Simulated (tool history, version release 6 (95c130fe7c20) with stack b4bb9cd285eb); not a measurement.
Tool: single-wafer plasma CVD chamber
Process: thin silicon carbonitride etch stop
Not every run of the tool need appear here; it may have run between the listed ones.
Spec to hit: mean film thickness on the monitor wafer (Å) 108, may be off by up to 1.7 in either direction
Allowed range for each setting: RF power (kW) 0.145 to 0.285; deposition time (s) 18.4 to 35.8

| run | day | RF power (kW) | deposition time (s) | mean film thickness on the monitor wafer (Å) |
|---|---|---|---|---|
| 1 | 0 | 0.215 | 27.1 | 143.72 |
| 2 | 0.171 | 0.215 | 25.6 | 134.16 |
| 3 | 0.217 | 0.215 | 29.5 | 156.26 |
| 4 | 0.238 | 0.205 | 27.8 | 143.79 |
| 5 | 0.308 | 0.205 | 30.5 | 159.2 |
| 6 | 0.433 | 0.18 | 30.5 | 154.69 |
| 7 | 0.546 | 0.175 | 28.6 | 141.89 |
| 8 | 0.612 | 0.17 | 27.3 | 137.08 |
| 9 | 0.708 | 0.145 | 23 | 110.27 |

Which single option among these 4 for the next run brings every result within its allowed miss of target? Just one does.
| A | 0.804 | 0.145 | 21.6 | ? |
| B | 0.804 | 0.15 | 21.6 | ? |
| C | 0.804 | 0.175 | 21.5 | ? |
| D | 0.804 | 0.16 | 21.5 | ? |

| move | mean film thickness on the monitor wafer (Å) |
|---|---|
| A | 103.34 |
| B | 104.21 |
| C | 107.79 |
| D | 105.39 |
A: pushes the last run's worst result past its target
B: pushes the last run's worst result past its target
C: all results land within tolerance of their targets
D: pushes the last run's worst result past its target
The move that meets every target is C.
